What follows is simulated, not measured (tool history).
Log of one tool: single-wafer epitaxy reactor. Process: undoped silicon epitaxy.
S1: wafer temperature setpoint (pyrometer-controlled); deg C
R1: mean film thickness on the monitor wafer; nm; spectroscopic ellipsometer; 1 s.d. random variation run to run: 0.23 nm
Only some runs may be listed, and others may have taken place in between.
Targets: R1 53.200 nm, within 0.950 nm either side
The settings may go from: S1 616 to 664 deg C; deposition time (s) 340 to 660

run 1 hour=0.0 | S1=640 deposition_time_(s)=500 | R1=59.892
run 2 hour=5.8 | S1=640 deposition_time_(s)=428 | R1=51.182
run 3 hour=11.7 | S1=640 deposition_time_(s)=498 | R1=59.970
run 4 hour=20.1 | S1=644 deposition_time_(s)=498 | R1=65.731
run 5 hour=25.8 | S1=648 deposition_time_(s)=498 | R1=73.483
run 6 hour=28.8 | S1=640 deposition_time_(s)=498 | R1=59.871
run 7 hour=36.3 | S1=639 deposition_time_(s)=498 | R1=58.196
run 8 hour=38.1 | S1=638 deposition_time_(s)=498 | R1=56.672
run 9 hour=39.9 | S1=637 deposition_time_(s)=498 | R1=54.927

Next run, 4 choices. One meets every target within its allowed miss, the rest don't. Which?
run A hour=41.7 | S1=641 deposition_time_(s)=450 | R1=?
run B hour=41.7 | S1=637 deposition_time_(s)=456 | R1=?
run C hour=41.7 | S1=637 deposition_time_(s)=499 | R1=?
run D hour=41.7 | S1=634 deposition_time_(s)=518 | R1=?

move=A R1=55.362
move=B R1=50.670
move=C R1=55.449
move=D R1=53.293
A: lands further from the targets than the last run did
B: moves the result that the last run missed by most past its target, out the other side
C: lands further from the targets than the last run did
D: all results in spec
D meets every target.

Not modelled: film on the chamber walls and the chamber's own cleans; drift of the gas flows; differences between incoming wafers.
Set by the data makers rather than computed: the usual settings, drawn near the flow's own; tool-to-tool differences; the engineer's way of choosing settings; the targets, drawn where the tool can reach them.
